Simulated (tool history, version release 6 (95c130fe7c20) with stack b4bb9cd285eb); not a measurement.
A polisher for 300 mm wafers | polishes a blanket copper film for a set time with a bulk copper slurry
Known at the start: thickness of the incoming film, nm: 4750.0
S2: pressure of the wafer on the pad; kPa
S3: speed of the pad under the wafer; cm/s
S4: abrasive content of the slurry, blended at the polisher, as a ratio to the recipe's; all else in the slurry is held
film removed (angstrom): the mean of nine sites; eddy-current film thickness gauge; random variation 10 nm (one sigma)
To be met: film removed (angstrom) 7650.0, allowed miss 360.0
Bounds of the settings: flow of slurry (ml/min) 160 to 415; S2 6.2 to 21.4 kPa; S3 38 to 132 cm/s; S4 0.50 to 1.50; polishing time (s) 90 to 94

{"run": 1, "hour": 0.0, "flow of slurry (ml/min)": 265, "S2": 13.8, "S3": 84, "S4": 1.0, "polishing time (s)": 90, "film removed (angstrom)": 5326.4}
{"run": 2, "hour": 1.8, "flow of slurry (ml/min)": 265, "S2": 15.2, "S3": 84, "S4": 1.0, "polishing time (s)": 90, "film removed (angstrom)": 5765.7}
{"run": 3, "hour": 3.5, "flow of slurry (ml/min)": 265, "S2": 16.5, "S3": 84, "S4": 1.0, "polishing time (s)": 90, "film removed (angstrom)": 6263.1}
{"run": 4, "hour": 10.4, "flow of slurry (ml/min)": 265, "S2": 17.2, "S3": 84, "S4": 1.0, "polishing time (s)": 90, "film removed (angstrom)": 6457.3}
{"run": 5, "hour": 19.4, "flow of slurry (ml/min)": 265, "S2": 17.2, "S3": 84, "S4": 1.2, "polishing time (s)": 90, "film removed (angstrom)": 6801.3}
{"run": 6, "hour": 22.5, "flow of slurry (ml/min)": 265, "S2": 17.2, "S3": 74, "S4": 1.2, "polishing time (s)": 90, "film removed (angstrom)": 5942.6}
{"run": 7, "hour": 28.9, "flow of slurry (ml/min)": 265, "S2": 17.9, "S3": 74, "S4": 1.2, "polishing time (s)": 90, "film removed (angstrom)": 6421.4}
{"run": 8, "hour": 34.6, "flow of slurry (ml/min)": 265, "S2": 18.6, "S3": 74, "S4": 1.2, "polishing time (s)": 90, "film removed (angstrom)": 6448.6}
{"run": 9, "hour": 35.9, "flow of slurry (ml/min)": 265, "S2": 19.3, "S3": 74, "S4": 1.2, "polishing time (s)": 90, "film removed (angstrom)": 6804.2}
{"run": 10, "hour": 41.8, "flow of slurry (ml/min)": 265, "S2": 20.0, "S3": 74, "S4": 1.2, "polishing time (s)": 90, "film removed (angstrom)": 6875.7}
{"run": 11, "hour": 43.8, "flow of slurry (ml/min)": 265, "S2": 20.0, "S3": 74, "S4": 1.2, "polishing time (s)": 90, "film removed (angstrom)": 6948.2}

Which of these 5 next moves meets every target?
{"run": "A", "hour": 45.8, "flow of slurry (ml/min)": 160, "S2": 20.0, "S3": 82, "S4": 1.5, "polishing time (s)": 94, "film removed (angstrom)": "?"}
{"run": "B", "hour": 45.8, "flow of slurry (ml/min)": 245, "S2": 18.6, "S3": 94, "S4": 1.2, "polishing time (s)": 94, "film removed (angstrom)": "?"}
{"run": "C", "hour": 45.8, "flow of slurry (ml/min)": 250, "S2": 21.4, "S3": 84, "S4": 1.15, "polishing time (s)": 94, "film removed (angstrom)": "?"}
{"run": "D", "hour": 45.8, "flow of slurry (ml/min)": 160, "S2": 19.3, "S3": 94, "S4": 1.35, "polishing time (s)": 94, "film removed (angstrom)": "?"}
{"run": "E", "hour": 45.8, "flow of slurry (ml/min)": 270, "S2": 20.0, "S3": 84, "S4": 1.25, "polishing time (s)": 94, "film removed (angstrom)": "?"}

move=A film_removed_(angstrom)=7762.0
move=B film_removed_(angstrom)=8448.0
move=C film_removed_(angstrom)=8605.1
move=D film_removed_(angstrom)=8382.2
move=E film_removed_(angstrom)=8272.0
A: meets every target
B: takes the result that was furthest off past its target
C: takes the result that was furthest off past its target
D: takes the result that was furthest off past its target
E: takes the result that was furthest off past its target
Answer: A
